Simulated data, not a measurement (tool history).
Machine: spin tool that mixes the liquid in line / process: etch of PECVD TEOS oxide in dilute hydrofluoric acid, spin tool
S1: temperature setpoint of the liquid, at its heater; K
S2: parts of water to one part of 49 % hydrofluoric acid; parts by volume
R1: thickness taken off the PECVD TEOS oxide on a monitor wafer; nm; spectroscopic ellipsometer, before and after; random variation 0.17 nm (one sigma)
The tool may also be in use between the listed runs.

Run 1, hour 0: S1 295.15 K, S2 95 parts by volume, time under the liquid (s) 75. Result: R1 9.0024 nm.
Run 2, hour 3: S1 296.15 K, S2 90 parts by volume, time under the liquid (s) 75. Result: R1 9.9253 nm.
Run 3, hour 11.2: S1 296.15 K, S2 90 parts by volume, time under the liquid (s) 75. Result: R1 10.029 nm.
Run 4, hour 18.7: S1 296.65 K, S2 85 parts by volume, time under the liquid (s) 75. Result: R1 10.797 nm.
Run 5, hour 24.8: S1 296.65 K, S2 85 parts by volume, time under the liquid (s) 75. Result: R1 10.737 nm.
Run 6, hour 26.5: S1 294.15 K, S2 85 parts by volume, time under the liquid (s) 75. Result: R1 9.7172 nm.
Run 7, hour 32: S1 295.15 K, S2 80 parts by volume, time under the liquid (s) 75. Result: R1 10.995 nm.
At hour 32.9: hydrofluoric acid flow meter replaced.
Run 8, hour 32.9: S1 296.15 K, S2 75 parts by volume, time under the liquid (s) 75. Result: R1 13.292 nm.
Run 9, hour 38.9: S1 296.65 K, S2 75 parts by volume, time under the liquid (s) 75. Result: R1 13.576 nm.
Run 10, hour 44.5: S1 300.65 K, S2 40 parts by volume, time under the liquid (s) 75. Result: R1 31.311 nm.
Run 11, hour 52.1: S1 296.65 K, S2 40 parts by volume, time under the liquid (s) 75. Result: R1 26.579 nm.
Run 12, hour 55.3: S1 296.65 K, S2 40 parts by volume, time under the liquid (s) 75. Result: R1 26.867 nm.

For run 13, what comes out?
Run 13, hour 61.4: S1 295.15 K, S2 40 parts by volume, time under the liquid (s) 75. Result: R1 ?.

Run 13 came out at R1 25.056 nm.
